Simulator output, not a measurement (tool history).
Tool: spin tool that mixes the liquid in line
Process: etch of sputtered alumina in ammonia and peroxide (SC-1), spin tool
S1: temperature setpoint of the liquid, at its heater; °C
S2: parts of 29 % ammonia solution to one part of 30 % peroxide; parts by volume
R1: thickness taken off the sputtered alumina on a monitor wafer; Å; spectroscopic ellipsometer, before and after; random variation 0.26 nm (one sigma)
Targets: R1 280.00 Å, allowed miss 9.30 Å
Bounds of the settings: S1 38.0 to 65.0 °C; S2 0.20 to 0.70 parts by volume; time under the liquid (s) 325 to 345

{"run": 1, "day": 0.0, "S1": 49.0, "S2": 0.4, "time under the liquid (s)": 325, "R1": 162.94}
{"run": 2, "day": 0.217, "S1": 45.0, "S2": 0.4, "time under the liquid (s)": 325, "R1": 125.75}
{"run": 3, "day": 0.367, "S1": 42.0, "S2": 0.4, "time under the liquid (s)": 325, "R1": 107.59}
{"run": 4, "day": 0.742, "S1": 42.0, "S2": 0.3, "time under the liquid (s)": 325, "R1": 105.34}
{"run": 5, "day": 0.796, "S1": 48.0, "S2": 0.3, "time under the liquid (s)": 325, "R1": 149.09}
{"run": 6, "day": 0.842, "S1": 48.0, "S2": 0.45, "time under the liquid (s)": 325, "R1": 153.92}
{"run": 7, "day": 0.996, "S1": 49.0, "S2": 0.45, "time under the liquid (s)": 325, "R1": 161.82}
{"run": 8, "day": 1.167, "S1": 50.0, "S2": 0.45, "time under the liquid (s)": 325, "R1": 171.84}
{"run": 9, "day": 1.308, "S1": 51.0, "S2": 0.45, "time under the liquid (s)": 325, "R1": 181.2}
{"run": 10, "day": 1.421, "S1": 52.0, "S2": 0.45, "time under the liquid (s)": 325, "R1": 191.31}
{"run": 11, "day": 1.708, "S1": 52.5, "S2": 0.45, "time under the liquid (s)": 325, "R1": 197.32}
{"run": 12, "day": 2.025, "S1": 53.0, "S2": 0.45, "time under the liquid (s)": 325, "R1": 201.92}
{"run": 13, "day": 2.388, "S1": 53.5, "S2": 0.45, "time under the liquid (s)": 325, "R1": 207.25}
{"run": 14, "day": 2.742, "S1": 54.0, "S2": 0.45, "time under the liquid (s)": 325, "R1": 211.87}
{"run": 15, "day": 3.017, "S1": 54.5, "S2": 0.45, "time under the liquid (s)": 325, "R1": 223.83}

4 next moves are on the table. One of them brings every result within its allowed miss. Which?
{"run": "A", "day": 3.292, "S1": 60.0, "S2": 0.35, "time under the liquid (s)": 345, "R1": "?"}
{"run": "B", "day": 3.292, "S1": 59.5, "S2": 0.45, "time under the liquid (s)": 345, "R1": "?"}
{"run": "C", "day": 3.292, "S1": 59.5, "S2": 0.5, "time under the liquid (s)": 345, "R1": "?"}
{"run": "D", "day": 3.292, "S1": 57.5, "S2": 0.55, "time under the liquid (s)": 345, "R1": "?"}

move=A R1=304.25
move=B R1=303.67
move=C R1=306.72
move=D R1=279.00
A: takes the result that was furthest off past its target
B: takes the result that was furthest off past its target
C: takes the result that was furthest off past its target
D: meets every target
Answer: D
